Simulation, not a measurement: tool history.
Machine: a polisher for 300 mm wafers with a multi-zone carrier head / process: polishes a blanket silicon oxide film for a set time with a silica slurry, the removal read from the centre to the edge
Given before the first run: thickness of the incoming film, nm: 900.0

run  hour  flow of slurry (ml/min)  pressure of the head's centre zone  pressure of the head's middle zone  pressure of the head's edge zone  abrasive content of the slurry  polishing time (s)  film removed at the wafer's centre (Å)  film removed at mid-radius (Å)  film removed at the wafer's edge (Å)
  1   0.0                      190                                1.00                                1.00                              1.00                            1.00                  79                                 2089.20                         2100.20                               2040.80
  2   2.7                      190                                1.00                                1.00                              0.95                            1.00                  79                                 2044.00                         2101.00                               1982.20
  3   4.5                      190                                1.00                                1.05                              0.95                            1.00                  79                                 2129.50                         2136.10                               2022.70
  4  13.3                      175                                1.01                                1.01                              0.93                            0.90                  72                                 1758.80                         1779.60                               1654.90
  5  21.3                      165                                1.03                                0.98                              0.92                            0.85                  66                                 1522.60                         1504.10                               1426.50
  6  27.5                      140                                1.03                                0.98                              0.92                            0.85                  66                                 1495.50                         1421.40                               1392.90
  7  30.2                      140                                1.04                                0.97                              0.90                            0.80                  61                                 1308.90                         1218.40                               1216.20
  8  38.0                      145                                1.05                                0.98                              0.89                            0.75                  57                                 1166.90                         1098.10                               1075.70
  9  42.5                      145                                1.06                                0.99                              0.88                            0.70                  55                                 1061.20                          994.22                                955.30
 10  44.6                      145                                1.07                                0.99                              0.87                            0.65                  55                                  974.06                          910.57                                870.13
 11  52.2                      145                                1.08                                0.99                              0.86                            0.65                  55                                 1009.80                          905.55                                847.88
 12  58.7                      145                                1.08                                0.99                              0.85                            0.65                  55                                  994.45                          913.71                                852.00
 13  64.9                      145                                1.08                                0.99                              0.85                            0.65                  55                                  996.47                          891.61                                860.32
 14  65.4                      145                                1.08                                1.00                              0.84                            0.65                  55                                  980.12                          929.25                                852.30
 15  74.3                      145                                1.08                                1.00                              0.83                            0.65                  55                                  990.11                          893.61                                862.28
 16  81.8                      145                                1.08                                1.01                              0.83                            0.65                  55                                  996.27                          913.00                                857.59

Run 17 is up next; what results do you expect?
 17  83.0                      150                                1.08                                1.01                              0.83                            0.55                  54                                       ?                               ?                                     ?

{"run 17": {"film removed at the wafer's centre (Å)": 750.64, "film removed at mid-radius (Å)": 711.57, "film removed at the wafer's edge (Å)": 654.58}}
